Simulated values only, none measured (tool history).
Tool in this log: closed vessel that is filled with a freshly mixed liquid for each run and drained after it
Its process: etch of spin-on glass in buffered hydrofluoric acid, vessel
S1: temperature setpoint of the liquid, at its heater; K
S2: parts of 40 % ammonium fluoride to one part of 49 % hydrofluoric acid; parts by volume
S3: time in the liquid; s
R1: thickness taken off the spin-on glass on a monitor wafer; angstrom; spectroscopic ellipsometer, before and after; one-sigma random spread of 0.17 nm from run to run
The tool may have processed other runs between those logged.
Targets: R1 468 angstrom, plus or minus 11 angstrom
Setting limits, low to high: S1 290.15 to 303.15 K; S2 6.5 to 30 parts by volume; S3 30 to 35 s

Run 1, hour 0: S1 295.15 K, S2 18.5 parts by volume, S3 35 s. Result: R1 365.03 angstrom.
Run 2, hour 9.2: S1 296.15 K, S2 18.5 parts by volume, S3 35 s. Result: R1 383.36 angstrom.
Run 3, hour 16.8: S1 297.15 K, S2 18.5 parts by volume, S3 35 s. Result: R1 407.84 angstrom.
Run 4, hour 24.6: S1 295.65 K, S2 18.5 parts by volume, S3 35 s. Result: R1 375.01 angstrom.
Run 5, hour 26.1: S1 295.65 K, S2 18.5 parts by volume, S3 30 s. Result: R1 323.49 angstrom.
Run 6, hour 32.8: S1 299.15 K, S2 18.5 parts by volume, S3 30 s. Result: R1 389.98 angstrom.
Run 7, hour 34.2: S1 300.15 K, S2 18.5 parts by volume, S3 30 s. Result: R1 411.61 angstrom.
Run 8, hour 40.8: S1 300.65 K, S2 18.5 parts by volume, S3 30 s. Result: R1 423.71 angstrom.
Run 9, hour 46.2: S1 301.15 K, S2 18.5 parts by volume, S3 30 s. Result: R1 435.25 angstrom.
Run 10, hour 52.5: S1 301.65 K, S2 18.5 parts by volume, S3 30 s. Result: R1 445.21 angstrom.
Run 11, hour 54.4: S1 301.65 K, S2 18.5 parts by volume, S3 30 s. Result: R1 448.03 angstrom.

Exactly one of the 4 candidate moves below puts every result within its allowed miss. Which one?
Run A, hour 56.3: S1 301.65 K, S2 17 parts by volume, S3 30 s. Result: R1 ?.
Run B, hour 56.3: S1 299.15 K, S2 18 parts by volume, S3 35 s. Result: R1 ?.
Run C, hour 56.3: S1 301.65 K, S2 19.5 parts by volume, S3 35 s. Result: R1 ?.
Run D, hour 56.3: S1 302.15 K, S2 20 parts by volume, S3 35 s. Result: R1 ?.

move      R1
   A  487.24
   B  470.01
   C   496.7
   D  497.53
A: moves the result that the last run missed by most past its target, out the other side
B: every result within its allowed miss
C: moves the result that the last run missed by most past its target, out the other side
D: moves the result that the last run missed by most past its target, out the other side
B meets every target.

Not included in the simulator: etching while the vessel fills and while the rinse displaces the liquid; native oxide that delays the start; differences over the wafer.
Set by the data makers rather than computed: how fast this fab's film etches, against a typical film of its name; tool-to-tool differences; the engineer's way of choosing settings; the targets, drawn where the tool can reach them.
